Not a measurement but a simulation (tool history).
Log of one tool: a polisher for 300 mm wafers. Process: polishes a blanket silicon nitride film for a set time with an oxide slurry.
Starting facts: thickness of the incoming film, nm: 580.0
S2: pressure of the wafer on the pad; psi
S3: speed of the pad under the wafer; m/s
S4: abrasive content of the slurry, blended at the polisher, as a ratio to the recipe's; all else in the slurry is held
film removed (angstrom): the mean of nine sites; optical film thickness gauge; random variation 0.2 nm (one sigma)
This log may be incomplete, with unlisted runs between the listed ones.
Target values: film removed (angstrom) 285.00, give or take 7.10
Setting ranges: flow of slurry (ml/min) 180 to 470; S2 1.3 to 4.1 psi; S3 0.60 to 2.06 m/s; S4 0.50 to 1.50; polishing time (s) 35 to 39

run 1 day=0.000 | flow_of_slurry_(ml/min)=300 S2=2.7 S3=1.32 S4=1.00 polishing_time_(s)=39 | film_removed_(angstrom)=230.75
run 2 day=0.375 | flow_of_slurry_(ml/min)=300 S2=2.7 S3=1.32 S4=1.00 polishing_time_(s)=35 | film_removed_(angstrom)=207.24
run 3 day=0.396 | flow_of_slurry_(ml/min)=300 S2=2.7 S3=1.32 S4=1.15 polishing_time_(s)=35 | film_removed_(angstrom)=218.69
run 4 day=0.692 | flow_of_slurry_(ml/min)=260 S2=2.7 S3=1.32 S4=1.15 polishing_time_(s)=35 | film_removed_(angstrom)=213.64
run 5 day=0.983 | flow_of_slurry_(ml/min)=260 S2=2.7 S3=1.18 S4=1.15 polishing_time_(s)=35 | film_removed_(angstrom)=196.89
run 6 day=1.254 | flow_of_slurry_(ml/min)=260 S2=3.2 S3=1.18 S4=1.15 polishing_time_(s)=35 | film_removed_(angstrom)=231.82
run 7 day=1.292 | flow_of_slurry_(ml/min)=275 S2=3.3 S3=1.18 S4=1.15 polishing_time_(s)=35 | film_removed_(angstrom)=241.32
run 8 day=1.504 | flow_of_slurry_(ml/min)=290 S2=3.4 S3=1.18 S4=1.15 polishing_time_(s)=35 | film_removed_(angstrom)=249.37
run 9 day=1.579 | flow_of_slurry_(ml/min)=295 S2=3.5 S3=1.18 S4=1.15 polishing_time_(s)=35 | film_removed_(angstrom)=257.04
run 10 day=1.892 | flow_of_slurry_(ml/min)=300 S2=3.6 S3=1.18 S4=1.15 polishing_time_(s)=35 | film_removed_(angstrom)=267.81
run 11 day=2.217 | flow_of_slurry_(ml/min)=305 S2=3.6 S3=1.18 S4=1.15 polishing_time_(s)=35 | film_removed_(angstrom)=263.76
run 12 day=2.321 | flow_of_slurry_(ml/min)=305 S2=3.7 S3=1.18 S4=1.15 polishing_time_(s)=35 | film_removed_(angstrom)=269.78

Below are 5 possible settings for the next run. Only one of them brings all results inside the allowed miss of their targets. Which is it?
run A day=2.425 | flow_of_slurry_(ml/min)=270 S2=4.0 S3=1.08 S4=1.00 polishing_time_(s)=35 | film_removed_(angstrom)=?
run B day=2.425 | flow_of_slurry_(ml/min)=270 S2=3.6 S3=1.24 S4=1.20 polishing_time_(s)=36 | film_removed_(angstrom)=?
run C day=2.425 | flow_of_slurry_(ml/min)=290 S2=4.1 S3=0.94 S4=1.00 polishing_time_(s)=38 | film_removed_(angstrom)=?
run D day=2.425 | flow_of_slurry_(ml/min)=260 S2=3.4 S3=1.16 S4=0.90 polishing_time_(s)=39 | film_removed_(angstrom)=?
run E day=2.425 | flow_of_slurry_(ml/min)=310 S2=3.5 S3=1.06 S4=1.20 polishing_time_(s)=38 | film_removed_(angstrom)=?

move=A film_removed_(angstrom)=255.34
move=B film_removed_(angstrom)=285.45
move=C film_removed_(angstrom)=256.13
move=D film_removed_(angstrom)=244.13
move=E film_removed_(angstrom)=262.30
A: moves away from the targets compared with the last run
B: meets every target
C: moves away from the targets compared with the last run
D: moves away from the targets compared with the last run
E: moves away from the targets compared with the last run
B meets every target.
